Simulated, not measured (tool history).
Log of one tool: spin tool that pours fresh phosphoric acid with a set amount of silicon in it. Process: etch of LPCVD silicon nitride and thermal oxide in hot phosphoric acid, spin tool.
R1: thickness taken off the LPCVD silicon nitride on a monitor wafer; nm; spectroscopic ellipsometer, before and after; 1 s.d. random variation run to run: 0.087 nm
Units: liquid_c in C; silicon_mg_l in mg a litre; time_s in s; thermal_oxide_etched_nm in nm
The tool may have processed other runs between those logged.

{"run": 1, "hour": 0.0, "liquid_c": 163, "silicon_mg_l": 14.5, "time_s": 180, "R1": 16.318, "thermal_oxide_etched_nm": 0.40163}
{"run": 2, "hour": 7.2, "liquid_c": 164, "silicon_mg_l": 14.5, "time_s": 180, "R1": 16.786, "thermal_oxide_etched_nm": 0.51096}
{"run": 3, "hour": 9.7, "liquid_c": 164, "silicon_mg_l": 14.5, "time_s": 260, "R1": 24.111, "thermal_oxide_etched_nm": 0.72614}
{"run": 4, "hour": 17.3, "liquid_c": 163.5, "silicon_mg_l": 11, "time_s": 220, "R1": 20.11, "thermal_oxide_etched_nm": 0.70037}
{"run": 5, "hour": 21.8, "liquid_c": 165, "silicon_mg_l": 11, "time_s": 220, "R1": 21.245, "thermal_oxide_etched_nm": 0.67818}
{"run": 6, "hour": 25.3, "liquid_c": 165, "silicon_mg_l": 17, "time_s": 220, "R1": 21.06, "thermal_oxide_etched_nm": 0.56577}

Run 7 has not been measured yet. What should we expect?
{"run": 7, "hour": 28.3, "liquid_c": 163, "silicon_mg_l": 13.5, "time_s": 200, "R1": "?", "thermal_oxide_etched_nm": "?"}

R1: 17.989 nm
thermal_oxide_etched_nm: 0.42182 nm
